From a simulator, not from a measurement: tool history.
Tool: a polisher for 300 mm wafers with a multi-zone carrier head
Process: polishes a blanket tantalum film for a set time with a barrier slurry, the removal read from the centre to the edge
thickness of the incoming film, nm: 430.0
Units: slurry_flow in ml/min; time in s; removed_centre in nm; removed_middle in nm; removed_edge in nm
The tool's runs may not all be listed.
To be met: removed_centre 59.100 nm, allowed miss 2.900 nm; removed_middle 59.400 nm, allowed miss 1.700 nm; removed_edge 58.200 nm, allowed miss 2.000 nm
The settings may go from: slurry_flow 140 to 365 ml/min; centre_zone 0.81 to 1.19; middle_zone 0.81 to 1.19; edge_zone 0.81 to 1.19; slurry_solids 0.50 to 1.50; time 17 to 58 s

run,hour,slurry_flow,centre_zone,middle_zone,edge_zone,slurry_solids,time,removed_centre,removed_middle,removed_edge
1,0.0,235,1.00,1.00,1.00,1.00,37,70.766,72.146,70.014
2,3.6,230,0.99,0.98,0.96,0.90,37,66.666,66.409,66.386
3,12.1,225,0.98,0.98,0.93,0.85,37,65.644,65.376,63.554
4,17.8,225,0.98,0.98,0.93,0.85,46,81.147,82.115,78.868
5,22.8,220,0.96,0.97,0.90,0.75,45,73.852,75.539,71.160
6,27.3,220,0.96,0.97,0.90,0.75,39,63.894,65.479,62.304
7,35.3,210,0.95,0.95,0.89,0.75,39,61.765,63.228,62.893
8,36.0,205,0.95,0.95,0.87,0.70,39,59.450,60.523,59.233

Which of these 5 next moves meets every target?
A,36.7,200,0.99,0.94,0.90,0.80,34,?,?,?
B,36.7,175,1.02,0.91,0.82,0.80,38,?,?,?
C,36.7,230,0.97,0.98,0.84,0.65,40,?,?,?
D,36.7,200,0.96,0.94,0.86,0.75,37,?,?,?
E,36.7,210,0.92,0.95,0.85,0.70,40,?,?,?

move,removed_centre,removed_middle,removed_edge
A,58.029,56.023,55.933
B,65.741,60.055,59.628
C,61.331,62.486,58.356
D,59.446,59.212,58.038
E,59.860,62.765,60.596
A: takes the result that was furthest off past its target
B: brings the result that was furthest off to its target, and leaves another outside
C: further off than the last run
D: meets every target
E: further off than the last run
Move D is the one to make.

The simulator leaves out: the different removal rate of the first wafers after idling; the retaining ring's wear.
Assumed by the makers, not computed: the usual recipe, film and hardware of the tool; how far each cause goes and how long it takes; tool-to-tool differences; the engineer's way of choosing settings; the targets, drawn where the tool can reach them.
